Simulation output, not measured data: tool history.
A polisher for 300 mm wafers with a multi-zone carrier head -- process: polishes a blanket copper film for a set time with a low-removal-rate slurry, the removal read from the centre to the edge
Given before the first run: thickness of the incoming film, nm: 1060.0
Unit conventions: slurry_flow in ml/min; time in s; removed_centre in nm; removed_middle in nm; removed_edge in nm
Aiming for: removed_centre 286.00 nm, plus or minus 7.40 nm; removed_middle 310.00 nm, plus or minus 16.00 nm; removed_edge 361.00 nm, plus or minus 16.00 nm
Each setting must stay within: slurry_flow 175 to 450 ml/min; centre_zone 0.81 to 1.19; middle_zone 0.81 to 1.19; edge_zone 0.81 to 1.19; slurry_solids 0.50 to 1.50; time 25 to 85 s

run  hour  slurry_flow  centre_zone  middle_zone  edge_zone  slurry_solids  time  removed_centre  removed_middle  removed_edge
  1   0.0          290         1.00         1.00       1.00           1.00    55          315.28          318.29        302.21
  2   0.7          290         1.03         1.00       1.00           1.00    55          327.90          321.43        295.80
  3   3.1          290         1.03         1.00       1.00           1.00    48          288.35          284.06        265.23
  4   6.6          290         1.11         1.00       1.00           1.00    48          308.76          285.60        261.08
  5  14.9          280         1.04         0.98       1.05           1.10    50          307.06          288.92        290.10
  6  22.1          280         1.04         0.98       1.05           1.20    50          308.04          301.88        294.17
     25.4  -- edge zone pressure recalibrated
  7  25.4          270         1.00         0.97       1.08           1.25    51          305.39          311.99        324.16
  8  29.0          265         0.98         0.96       1.10           1.25    51          300.08          302.72        324.06
  9  31.4          260         0.96         0.96       1.12           1.30    51          298.62          298.26        333.26
 10  33.6          255         0.94         0.97       1.13           1.35    51          289.81          310.80        339.35
 11  36.0          255         0.93         0.97       1.14           1.35    51          289.49          307.88        337.55
 12  41.4          250         0.92         0.96       1.15           1.40    51          289.44          299.44        342.09

4 next moves are on the table. One of them brings every result within its allowed miss. Which?
  A  46.8          290         0.93         0.91       1.18           1.35    54               ?               ?             ?
  B  46.8          230         0.96         0.97       1.13           1.40    50               ?               ?             ?
  C  46.8          255         0.95         0.93       1.19           1.30    54               ?               ?             ?
  D  46.8          215         0.87         0.92       1.16           1.15    57               ?               ?             ?

move  removed_centre  removed_middle  removed_edge
   A          311.61          310.04        368.32
   B          295.16          300.10        331.86
   C          312.76          310.25        364.40
   D          290.28          312.46        366.33
A: corrects the largest miss of the last run, while another result sits out of spec
B: moves away from the targets compared with the last run
C: corrects the largest miss of the last run, while another result sits out of spec
D: all results in spec
D meets every target.
